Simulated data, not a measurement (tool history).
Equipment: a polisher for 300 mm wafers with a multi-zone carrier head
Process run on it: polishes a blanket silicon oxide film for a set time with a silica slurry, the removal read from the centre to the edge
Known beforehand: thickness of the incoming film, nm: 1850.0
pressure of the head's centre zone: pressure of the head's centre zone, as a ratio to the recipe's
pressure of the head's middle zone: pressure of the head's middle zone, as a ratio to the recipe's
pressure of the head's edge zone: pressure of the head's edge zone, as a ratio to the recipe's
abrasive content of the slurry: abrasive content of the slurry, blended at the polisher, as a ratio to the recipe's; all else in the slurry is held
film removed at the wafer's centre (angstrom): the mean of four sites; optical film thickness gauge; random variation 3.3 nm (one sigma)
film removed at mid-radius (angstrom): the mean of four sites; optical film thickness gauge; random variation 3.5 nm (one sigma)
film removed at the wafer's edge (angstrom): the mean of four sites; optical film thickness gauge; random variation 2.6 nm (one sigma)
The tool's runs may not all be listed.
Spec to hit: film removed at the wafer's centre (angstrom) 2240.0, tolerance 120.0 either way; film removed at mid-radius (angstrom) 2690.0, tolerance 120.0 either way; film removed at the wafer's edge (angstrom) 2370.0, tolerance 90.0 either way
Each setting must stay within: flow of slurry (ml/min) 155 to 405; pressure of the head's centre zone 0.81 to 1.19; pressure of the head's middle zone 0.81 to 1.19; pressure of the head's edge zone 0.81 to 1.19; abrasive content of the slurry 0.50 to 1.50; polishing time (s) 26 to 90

run	day	flow of slurry (ml/min)	pressure of the head's centre zone	pressure of the head's middle zone	pressure of the head's edge zone	abrasive content of the slurry	polishing time (s)	film removed at the wafer's centre (angstrom)	film removed at mid-radius (angstrom)	film removed at the wafer's edge (angstrom)
1	0.000	260	1.00	1.00	1.00	1.00	58	2043.0	1958.6	1990.7
2	0.342	260	1.08	1.00	1.00	1.00	58	2169.3	1927.1	2029.1
3	0.588	260	1.08	1.00	1.00	1.00	47	1798.0	1591.6	1626.1
4	0.708	260	1.08	1.00	1.00	1.00	55	2107.5	1854.8	1906.5
5	0.983	265	1.04	1.05	1.02	1.10	55	2075.4	2049.2	1973.9
6	1.225	265	1.04	1.05	0.98	1.10	55	2133.5	2036.5	1942.7
7	1.538	265	1.02	1.08	1.02	1.20	55	2130.7	2204.5	2002.1
8	1.771	260	0.92	1.08	1.11	1.45	59	2146.5	2468.3	2380.5
9	2.000	265	0.93	1.10	1.11	1.45	59	2205.8	2464.4	2418.6

Next run, 4 choices. One meets every target within its allowed miss, the rest don't. Which?
A	2.229	275	0.93	1.19	1.03	1.50	59	?	?	?
B	2.229	215	0.81	1.19	1.04	1.40	61	?	?	?
C	2.229	200	0.81	1.19	0.88	1.50	65	?	?	?
D	2.229	300	0.95	1.09	1.19	1.45	54	?	?	?

move	film removed at the wafer's centre (angstrom)	film removed at mid-radius (angstrom)	film removed at the wafer's edge (angstrom)
A	2208.5	2693.8	2402.7
B	1877.4	2643.2	2385.1
C	2022.9	2852.3	2384.2
D	2061.3	2280.4	2359.3
A: meets every target
B: the worst result of the last run now meets its target, but another is out of spec
C: carries the result that was furthest off beyond its target, to the other side
D: the biggest miss grows against the last run
Correct choice: A, which meets every target

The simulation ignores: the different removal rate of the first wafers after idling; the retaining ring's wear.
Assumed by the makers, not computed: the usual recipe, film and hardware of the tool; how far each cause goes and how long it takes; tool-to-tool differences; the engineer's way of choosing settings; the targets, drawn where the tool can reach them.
